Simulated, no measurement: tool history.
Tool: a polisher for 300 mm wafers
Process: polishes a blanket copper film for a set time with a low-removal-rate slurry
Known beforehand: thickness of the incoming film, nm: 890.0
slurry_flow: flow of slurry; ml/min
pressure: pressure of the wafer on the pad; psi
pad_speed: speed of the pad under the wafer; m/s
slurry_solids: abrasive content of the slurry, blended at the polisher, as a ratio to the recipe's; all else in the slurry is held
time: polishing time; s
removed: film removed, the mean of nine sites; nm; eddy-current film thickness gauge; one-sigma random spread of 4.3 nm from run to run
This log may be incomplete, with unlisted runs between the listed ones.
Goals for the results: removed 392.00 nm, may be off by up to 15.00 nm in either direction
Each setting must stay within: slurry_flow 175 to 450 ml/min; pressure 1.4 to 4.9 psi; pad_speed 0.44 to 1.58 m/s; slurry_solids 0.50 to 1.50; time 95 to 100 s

run,hour,slurry_flow,pressure,pad_speed,slurry_solids,time,removed
1,0.0,290,3.1,1.00,1.00,95,312.59
2,4.4,325,3.1,1.00,1.00,95,319.39
3,10.1,325,3.1,1.00,0.85,95,312.42
4,12.1,325,3.3,1.00,0.85,95,323.70
5,13.9,325,3.5,1.00,0.85,95,341.53
6,17.8,325,3.5,0.90,0.85,95,314.37
7,23.1,325,3.7,0.90,0.85,95,333.08
8,30.9,325,3.8,0.90,0.85,95,340.70
9,31.8,325,3.9,0.90,0.85,95,345.77
10,36.7,325,4.0,0.90,0.85,95,354.38

Below are 5 possible settings for the next run. Only one of them brings all results inside the allowed miss of their targets. Which is it?
A,41.6,315,3.8,0.88,0.65,96,?
B,41.6,310,3.9,0.86,0.95,96,?
C,41.6,335,3.8,0.84,0.75,95,?
D,41.6,320,4.0,0.88,0.85,97,?
E,41.6,315,3.8,1.04,0.80,100,?

move,removed
A,327.46
B,351.47
C,323.71
D,361.67
E,396.38
A: moves away from the targets compared with the last run
B: moves away from the targets compared with the last run
C: moves away from the targets compared with the last run
D: an improvement on the last run, though not all results are within tolerance
E: all results in spec
E meets every target.

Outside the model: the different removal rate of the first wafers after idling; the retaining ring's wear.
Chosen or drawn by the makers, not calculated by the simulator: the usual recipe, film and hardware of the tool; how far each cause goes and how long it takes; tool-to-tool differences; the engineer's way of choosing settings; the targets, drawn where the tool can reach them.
